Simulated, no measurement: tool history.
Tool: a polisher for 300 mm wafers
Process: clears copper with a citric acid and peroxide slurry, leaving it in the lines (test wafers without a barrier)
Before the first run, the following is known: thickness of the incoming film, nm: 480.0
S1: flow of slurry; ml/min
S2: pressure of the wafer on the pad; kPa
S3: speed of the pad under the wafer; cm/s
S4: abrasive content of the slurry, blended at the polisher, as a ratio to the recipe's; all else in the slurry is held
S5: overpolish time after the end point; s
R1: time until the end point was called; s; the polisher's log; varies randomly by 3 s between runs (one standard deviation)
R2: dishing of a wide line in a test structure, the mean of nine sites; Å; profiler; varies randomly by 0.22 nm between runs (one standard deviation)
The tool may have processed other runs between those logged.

run,hour,S1,S2,S3,S4,S5,R1,R2
1,0,145,27.6,118,1,14,165.65,285.94
2,2.9,145,30.3,118,1,14,159.82,305.54
3,9.7,145,26.2,126,1,12,161.67,244.62
4,13.6,115,26.2,126,1,12,170.79,246.49
5,14.5,140,26.2,126,1,12,159.76,251.07
6,18.6,160,22.8,128,0.95,10,176.34,203.72
7,25.8,155,20,132,1.1,9,181.43,172.08
8,28.1,170,17.9,136,1.2,8,186.78,155.61
9,37.1,150,16.5,144,1.25,7,190.09,130.95
10,45.4,135,15.9,154,1.3,6,187.03,113.32
11,49,125,16.5,160,1.35,6,183.75,115.27
12,51.8,115,17.2,166,1.4,6,171.23,131.1
13,57.9,125,15.9,170,1.25,6,177.69,121.94
14,58.8,120,15.9,174,1.3,6,175.06,122.04
15,60.7,120,15.2,176,1.35,6,177.45,124.85
16,63.8,110,15.9,176,1.35,6,172.86,125.55
17,65.1,120,15.2,178,1.4,6,169.02,121.32
18,73.7,130,14.5,180,1.4,6,170.67,127.05
19,78.8,120,14.5,182,1.4,6,172.82,125.94
# hour 85.9: worn pad replaced by a new one
20,85.9,110,14.5,182,1.4,6,163.11,133.53
21,89.9,135,15.2,182,1.4,6,154.35,139.17
22,91.2,130,14.5,182,1.4,6,153.19,141.32
23,94.4,120,14.5,182,1.4,6,154.83,132.33

For run 24, what comes out?
24,98.4,115,13.8,182,1.4,6,?,?

R1: 164.78 s
R2: 130.66 Å
